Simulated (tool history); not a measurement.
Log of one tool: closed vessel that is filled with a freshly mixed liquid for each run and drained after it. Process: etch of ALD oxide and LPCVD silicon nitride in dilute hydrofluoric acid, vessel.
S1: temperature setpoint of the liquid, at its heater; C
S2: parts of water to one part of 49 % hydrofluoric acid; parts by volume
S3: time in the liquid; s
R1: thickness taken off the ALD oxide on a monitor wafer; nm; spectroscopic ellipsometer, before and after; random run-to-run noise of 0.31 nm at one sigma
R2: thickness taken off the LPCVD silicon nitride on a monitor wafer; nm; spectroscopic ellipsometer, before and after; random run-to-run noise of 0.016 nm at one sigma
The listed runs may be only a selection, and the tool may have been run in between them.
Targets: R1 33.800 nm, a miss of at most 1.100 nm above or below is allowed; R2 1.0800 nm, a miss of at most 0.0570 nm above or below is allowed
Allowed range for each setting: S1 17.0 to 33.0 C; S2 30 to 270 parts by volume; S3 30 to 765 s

run,hour,S1,S2,S3,R1,R2
1,0.0,25.0,150,390,63.708,1.8046
2,3.8,25.0,180,390,51.139,1.5158
3,4.4,23.5,180,390,49.174,1.3806
4,9.8,23.5,180,490,60.214,1.7190
5,16.7,21.5,180,490,56.333,1.5387
6,17.6,21.5,150,490,71.157,1.8850
7,21.0,22.0,170,495,62.178,1.7103
# hour 25.7: hydrofluoric acid flow meter replaced
8,25.7,22.0,185,505,51.440,1.4774
9,28.8,22.0,195,525,50.391,1.4415
10,32.2,22.0,205,535,48.376,1.4122
11,33.4,22.0,215,545,46.217,1.3628
12,40.9,22.0,225,555,44.656,1.2984
13,44.3,24.5,270,545,38.358,1.2493
14,48.2,23.5,270,535,36.289,1.1679
15,53.3,23.5,270,530,35.648,1.1678
16,58.2,23.0,270,525,34.706,1.0807

Exercise: of the 4 proposed moves below, exactly one satisfies all targets within the stated allowed misses. Which move is it?
A,63.1,23.5,265,480,?,?
B,63.1,23.5,200,365,?,?
C,63.1,23.0,270,560,?,?
D,63.1,21.5,225,455,?,?

move,R1,R2
A,33.029,1.0559
B,35.578,1.0602
C,36.968,1.1723
D,35.663,1.0360
A: in spec on every target
B: lands further from the targets than the last run did
C: lands further from the targets than the last run did
D: lands further from the targets than the last run did
Answer: A
